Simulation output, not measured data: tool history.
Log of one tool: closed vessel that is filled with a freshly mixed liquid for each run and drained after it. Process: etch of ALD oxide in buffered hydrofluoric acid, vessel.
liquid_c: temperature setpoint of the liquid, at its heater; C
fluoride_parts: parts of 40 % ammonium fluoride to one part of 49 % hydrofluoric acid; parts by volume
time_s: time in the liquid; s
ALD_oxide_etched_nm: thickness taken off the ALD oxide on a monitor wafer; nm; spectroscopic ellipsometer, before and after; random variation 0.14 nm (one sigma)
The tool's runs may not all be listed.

| run | hour | liquid_c | fluoride_parts | time_s | ALD_oxide_etched_nm |
|---|---|---|---|---|---|
| 1 | 0.0 | 21.0 | 16.5 | 35 | 22.577 |
| 2 | 9.0 | 21.0 | 16.5 | 35 | 22.806 |
| 3 | 10.2 | 21.5 | 16.5 | 35 | 23.427 |
| 4 | 12.6 | 22.0 | 16.5 | 35 | 23.969 |
| 5 | 15.4 | 22.5 | 16.5 | 35 | 24.787 |
| 6 | 23.2 | 23.0 | 16.5 | 35 | 25.344 |

Run 7 comes next. What will it give?
| 7 | 27.1 | 23.5 | 16.5 | 35 | ? |

ALD_oxide_etched_nm: 26.122 nm
